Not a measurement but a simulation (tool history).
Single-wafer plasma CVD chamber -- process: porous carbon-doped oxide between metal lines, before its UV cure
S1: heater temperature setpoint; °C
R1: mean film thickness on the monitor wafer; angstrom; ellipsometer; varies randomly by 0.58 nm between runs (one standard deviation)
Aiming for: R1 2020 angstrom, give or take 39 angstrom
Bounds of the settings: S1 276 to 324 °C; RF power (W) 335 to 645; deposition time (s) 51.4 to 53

Run 1, day 0: S1 300 °C, RF power (W) 490, deposition time (s) 51.4. Result: R1 2621.3 angstrom.
Run 2, day 0.262: S1 300 °C, RF power (W) 540, deposition time (s) 51.4. Result: R1 2854.5 angstrom.
Run 3, day 0.317: S1 300 °C, RF power (W) 585, deposition time (s) 51.4. Result: R1 3032.5 angstrom.
Run 4, day 0.462: S1 305 °C, RF power (W) 540, deposition time (s) 51.4. Result: R1 2771 angstrom.
Run 5, day 0.554: S1 309 °C, RF power (W) 505, deposition time (s) 51.4. Result: R1 2560.4 angstrom.
Run 6, day 0.612: S1 312 °C, RF power (W) 480, deposition time (s) 51.4. Result: R1 2408.4 angstrom.
Run 7, day 0.962: S1 315 °C, RF power (W) 465, deposition time (s) 51.4. Result: R1 2316 angstrom.
Run 8, day 1.242: S1 317 °C, RF power (W) 450, deposition time (s) 51.4. Result: R1 2209.5 angstrom.
Run 9, day 1.567: S1 318 °C, RF power (W) 445, deposition time (s) 51.4. Result: R1 2186.3 angstrom.
Run 10, day 1.633: S1 319 °C, RF power (W) 440, deposition time (s) 51.4. Result: R1 2135.6 angstrom.

Of the 4 settings listed for the next run, only one would bring every result within its allowed miss of target. Which one?
Run A, day 1.7: S1 324 °C, RF power (W) 450, deposition time (s) 51.4. Result: R1 ?.
Run B, day 1.7: S1 317 °C, RF power (W) 425, deposition time (s) 51.4. Result: R1 ?.
Run C, day 1.7: S1 323 °C, RF power (W) 425, deposition time (s) 51.4. Result: R1 ?.
Run D, day 1.7: S1 315 °C, RF power (W) 420, deposition time (s) 53. Result: R1 ?.

move      R1
   A  2132.2
   B  2079.2
   C  2018.2
   D  2137.6
A: as far off as the last run
B: gains on the last run, yet a result remains outside its allowed miss
C: all results in spec
D: as far off as the last run
The right move is C.

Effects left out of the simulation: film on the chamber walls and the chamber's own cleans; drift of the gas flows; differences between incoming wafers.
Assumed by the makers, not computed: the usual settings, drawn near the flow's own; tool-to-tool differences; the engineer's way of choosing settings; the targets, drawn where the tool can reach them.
